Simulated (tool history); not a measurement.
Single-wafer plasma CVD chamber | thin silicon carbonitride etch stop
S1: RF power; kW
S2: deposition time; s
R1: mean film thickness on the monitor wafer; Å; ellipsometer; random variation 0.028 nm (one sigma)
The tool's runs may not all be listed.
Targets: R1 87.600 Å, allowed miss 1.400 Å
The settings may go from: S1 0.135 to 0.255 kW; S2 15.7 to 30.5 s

run 1 day=0.000 | S1=0.195 S2=23.1 | R1=120.490
run 2 day=0.038 | S1=0.205 S2=23.1 | R1=122.580
run 3 day=0.183 | S1=0.205 S2=20.4 | R1=108.030
run 4 day=0.425 | S1=0.200 S2=20.1 | R1=105.440
run 5 day=0.796 | S1=0.195 S2=19.8 | R1=103.520
run 6 day=1.000 | S1=0.195 S2=18.6 | R1=97.059
run 7 day=1.033 | S1=0.190 S2=18.5 | R1=95.370
run 8 day=1.379 | S1=0.185 S2=18.5 | R1=94.645
run 9 day=1.562 | S1=0.155 S2=17.9 | R1=84.936
run 10 day=1.721 | S1=0.160 S2=17.9 | R1=85.538
run 11 day=1.758 | S1=0.160 S2=17.9 | R1=85.596

5 next moves are on the table. One of them brings every result within its allowed miss. Which?
run A day=1.796 | S1=0.165 S2=17.5 | R1=?
run B day=1.796 | S1=0.155 S2=18.5 | R1=?
run C day=1.796 | S1=0.135 S2=19.1 | R1=?
run D day=1.796 | S1=0.155 S2=17.4 | R1=?
run E day=1.796 | S1=0.200 S2=17.2 | R1=?

move=A R1=84.677
move=B R1=87.083
move=C R1=84.326
move=D R1=81.905
move=E R1=90.187
A: further off than the last run
B: meets every target
C: further off than the last run
D: further off than the last run
E: takes the result that was furthest off past its target
Answer: B

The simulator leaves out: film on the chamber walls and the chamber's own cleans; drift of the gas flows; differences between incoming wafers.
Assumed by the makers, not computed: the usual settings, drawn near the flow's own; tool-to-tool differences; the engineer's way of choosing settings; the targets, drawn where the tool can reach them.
